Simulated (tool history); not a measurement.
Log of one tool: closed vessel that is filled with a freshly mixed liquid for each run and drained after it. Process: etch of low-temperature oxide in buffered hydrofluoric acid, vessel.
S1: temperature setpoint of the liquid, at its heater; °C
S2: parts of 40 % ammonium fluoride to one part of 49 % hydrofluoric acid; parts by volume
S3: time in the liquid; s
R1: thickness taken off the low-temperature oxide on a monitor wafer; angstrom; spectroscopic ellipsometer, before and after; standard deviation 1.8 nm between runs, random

Run 1, hour 0: S1 21 °C, S2 12.5 parts by volume, S3 90 s. Result: R1 3363.5 angstrom.
Run 2, hour 7: S1 20 °C, S2 13.5 parts by volume, S3 90 s. Result: R1 2967.8 angstrom.
Run 3, hour 9.2: S1 22 °C, S2 13.5 parts by volume, S3 90 s. Result: R1 3346.6 angstrom.
Run 4, hour 17.8: S1 22 °C, S2 13.5 parts by volume, S3 90 s. Result: R1 3300.8 angstrom.
Run 5, hour 26: S1 22 °C, S2 13.5 parts by volume, S3 90 s. Result: R1 3276.6 angstrom.
Run 6, hour 32.6: S1 20.5 °C, S2 13.5 parts by volume, S3 90 s. Result: R1 2995.3 angstrom.
Run 7, hour 40.7: S1 20 °C, S2 14 parts by volume, S3 90 s. Result: R1 2838.3 angstrom.

What does the tool deliver on the next run?
Run 8, hour 48.5: S1 19.5 °C, S2 14.5 parts by volume, S3 90 s. Result: R1 ?.

R1: 2697 angstrom

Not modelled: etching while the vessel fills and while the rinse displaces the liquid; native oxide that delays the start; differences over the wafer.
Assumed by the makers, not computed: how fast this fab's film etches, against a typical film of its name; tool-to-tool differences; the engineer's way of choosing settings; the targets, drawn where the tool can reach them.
